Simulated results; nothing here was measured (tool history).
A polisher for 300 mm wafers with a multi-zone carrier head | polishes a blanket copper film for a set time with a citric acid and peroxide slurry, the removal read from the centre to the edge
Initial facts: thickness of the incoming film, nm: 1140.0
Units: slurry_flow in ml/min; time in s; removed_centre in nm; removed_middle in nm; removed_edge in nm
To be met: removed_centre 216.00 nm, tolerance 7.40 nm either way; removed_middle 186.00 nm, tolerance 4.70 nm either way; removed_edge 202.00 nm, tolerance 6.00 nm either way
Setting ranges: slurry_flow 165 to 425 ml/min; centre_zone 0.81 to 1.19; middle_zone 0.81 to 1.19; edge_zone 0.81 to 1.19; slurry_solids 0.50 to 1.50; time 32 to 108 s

{"run": 1, "day": 0.0, "slurry_flow": 275, "centre_zone": 1.0, "middle_zone": 1.0, "edge_zone": 1.0, "slurry_solids": 1.0, "time": 70, "removed_centre": 156.59, "removed_middle": 154.79, "removed_edge": 156.61}
{"run": 2, "day": 0.154, "slurry_flow": 285, "centre_zone": 1.04, "middle_zone": 1.0, "edge_zone": 1.05, "slurry_solids": 1.15, "time": 71, "removed_centre": 165.79, "removed_middle": 162.85, "removed_edge": 169.94}
{"run": 3, "day": 0.308, "slurry_flow": 285, "centre_zone": 1.04, "middle_zone": 0.93, "edge_zone": 1.05, "slurry_solids": 1.15, "time": 71, "removed_centre": 166.54, "removed_middle": 152.08, "removed_edge": 168.41}
{"run": 4, "day": 0.588, "slurry_flow": 300, "centre_zone": 1.08, "middle_zone": 0.94, "edge_zone": 1.06, "slurry_solids": 1.25, "time": 72, "removed_centre": 181.19, "removed_middle": 162.09, "removed_edge": 176.49}
{"run": 5, "day": 0.646, "slurry_flow": 300, "centre_zone": 1.08, "middle_zone": 0.94, "edge_zone": 1.02, "slurry_solids": 1.25, "time": 72, "removed_centre": 184.34, "removed_middle": 162.18, "removed_edge": 172.53}
{"run": 6, "day": 0.704, "slurry_flow": 315, "centre_zone": 1.11, "middle_zone": 0.95, "edge_zone": 1.06, "slurry_solids": 1.35, "time": 72, "removed_centre": 190.27, "removed_middle": 164.71, "removed_edge": 178.89}
{"run": 7, "day": 0.738, "slurry_flow": 320, "centre_zone": 1.13, "middle_zone": 0.97, "edge_zone": 1.08, "slurry_solids": 1.4, "time": 73, "removed_centre": 196.93, "removed_middle": 171.06, "removed_edge": 184.05}
{"run": 8, "day": 0.946, "slurry_flow": 325, "centre_zone": 1.14, "middle_zone": 0.98, "edge_zone": 1.1, "slurry_solids": 1.45, "time": 74, "removed_centre": 203.94, "removed_middle": 178.93, "removed_edge": 190.38}
{"run": 9, "day": 1.008, "slurry_flow": 365, "centre_zone": 1.18, "middle_zone": 0.98, "edge_zone": 1.19, "slurry_solids": 1.5, "time": 74, "removed_centre": 213.91, "removed_middle": 180.48, "removed_edge": 201.79}

Next run, 5 choices. One meets every target within its allowed miss, the rest don't. Which?
{"run": "A", "day": 1.071, "slurry_flow": 360, "centre_zone": 1.16, "middle_zone": 0.9, "edge_zone": 1.13, "slurry_solids": 1.45, "time": 77, "removed_centre": "?", "removed_middle": "?", "removed_edge": "?"}
{"run": "B", "day": 1.071, "slurry_flow": 370, "centre_zone": 1.19, "middle_zone": 1.0, "edge_zone": 1.16, "slurry_solids": 1.5, "time": 75, "removed_centre": "?", "removed_middle": "?", "removed_edge": "?"}
{"run": "C", "day": 1.071, "slurry_flow": 345, "centre_zone": 1.19, "middle_zone": 0.94, "edge_zone": 1.19, "slurry_solids": 1.3, "time": 75, "removed_centre": "?", "removed_middle": "?", "removed_edge": "?"}
{"run": "D", "day": 1.071, "slurry_flow": 405, "centre_zone": 1.17, "middle_zone": 0.92, "edge_zone": 1.19, "slurry_solids": 1.45, "time": 74, "removed_centre": "?", "removed_middle": "?", "removed_edge": "?"}
{"run": "E", "day": 1.071, "slurry_flow": 335, "centre_zone": 1.16, "middle_zone": 0.96, "edge_zone": 1.19, "slurry_solids": 1.2, "time": 76, "removed_centre": "?", "removed_middle": "?", "removed_edge": "?"}

move=A removed_centre=216.92 removed_middle=175.11 removed_edge=200.82
move=B removed_centre=218.26 removed_middle=188.10 removed_edge=199.86
move=C removed_centre=209.92 removed_middle=171.91 removed_edge=195.41
move=D removed_centre=212.05 removed_middle=172.88 removed_edge=199.54
move=E removed_centre=203.93 removed_middle=173.75 removed_edge=194.08
A: further off than the last run
B: every result within its allowed miss
C: further off than the last run
D: further off than the last run
E: further off than the last run
Move B is the one to make.
